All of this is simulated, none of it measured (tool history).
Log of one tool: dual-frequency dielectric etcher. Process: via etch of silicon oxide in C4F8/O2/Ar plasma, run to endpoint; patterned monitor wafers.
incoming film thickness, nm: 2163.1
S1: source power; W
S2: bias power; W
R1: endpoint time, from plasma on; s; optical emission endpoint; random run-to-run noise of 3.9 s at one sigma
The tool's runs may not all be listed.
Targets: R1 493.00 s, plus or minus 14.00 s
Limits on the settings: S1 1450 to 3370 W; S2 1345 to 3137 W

run	day	S1	S2	R1
1	0.000	2410	2241	405.74
2	0.108	2300	2185	411.45
3	0.396	2300	1837	425.15
4	0.671	2300	1576	434.79
5	0.925	2210	1546	448.45
6	1.150	2160	1529	455.59
7	1.392	2160	1529	459.50
8	1.571	2130	1522	457.50
9	1.742	2090	1510	469.58

Which of these 4 next moves meets every target?
A	1.912	2200	1393	?
B	1.912	2150	1386	?
C	1.912	2220	1369	?
D	1.912	1770	1740	?

move	R1
A	464.28
B	470.00
C	463.58
D	497.42
A: lands further from the targets than the last run did
B: just as far off the targets as the last run
C: lands further from the targets than the last run did
D: hits every target within its allowed miss
Move D is the one to make.
